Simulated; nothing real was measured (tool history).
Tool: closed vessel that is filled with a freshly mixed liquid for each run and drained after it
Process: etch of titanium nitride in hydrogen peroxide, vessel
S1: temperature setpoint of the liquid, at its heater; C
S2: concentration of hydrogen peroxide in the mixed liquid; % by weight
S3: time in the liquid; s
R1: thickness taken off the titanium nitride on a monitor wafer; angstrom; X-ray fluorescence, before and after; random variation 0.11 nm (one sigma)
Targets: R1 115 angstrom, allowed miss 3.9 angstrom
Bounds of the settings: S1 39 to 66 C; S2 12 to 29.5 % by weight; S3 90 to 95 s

run 1 hour=0 | S1=55 S2=20 S3=90 | R1=61.058
run 2 hour=3.3 | S1=49 S2=20 S3=90 | R1=39.831
run 3 hour=8.4 | S1=52 S2=20 S3=90 | R1=49.948
run 4 hour=12.8 | S1=54 S2=20 S3=90 | R1=57.942
run 5 hour=21.6 | S1=51.5 S2=20 S3=90 | R1=47.884
run 6 hour=25.1 | S1=54 S2=20 S3=90 | R1=57.383
-- hour=27.7 peroxide flow meter replaced
run 7 hour=27.7 | S1=56 S2=20 S3=90 | R1=67.809
run 8 hour=28.6 | S1=57.5 S2=20 S3=90 | R1=73.738
run 9 hour=34.7 | S1=58.5 S2=20 S3=90 | R1=79.801
run 10 hour=41 | S1=59.5 S2=20 S3=90 | R1=85.761
run 11 hour=47.1 | S1=60.5 S2=20 S3=90 | R1=91.626
run 12 hour=53.7 | S1=61 S2=20 S3=90 | R1=94.741
run 13 hour=62.2 | S1=61.5 S2=20 S3=90 | R1=96.069
run 14 hour=68.6 | S1=62 S2=20 S3=90 | R1=100.69
run 15 hour=74.3 | S1=62.5 S2=20 S3=90 | R1=105.79
run 16 hour=83.5 | S1=63 S2=20 S3=90 | R1=109.06

Which of these 5 next moves meets every target?
run A hour=92.7 | S1=64 S2=19.5 S3=90 | R1=?
run B hour=92.7 | S1=62.5 S2=22 S3=90 | R1=?
run C hour=92.7 | S1=64.5 S2=17 S3=95 | R1=?
run D hour=92.7 | S1=62.5 S2=20.5 S3=90 | R1=?
run E hour=92.7 | S1=61.5 S2=21 S3=95 | R1=?

move=A R1=115.08
move=B R1=106.86
move=C R1=121.94
move=D R1=105.25
move=E R1=104.42
A: meets every target
B: further off than the last run
C: takes the result that was furthest off past its target
D: further off than the last run
E: further off than the last run
Move A is the one to make.
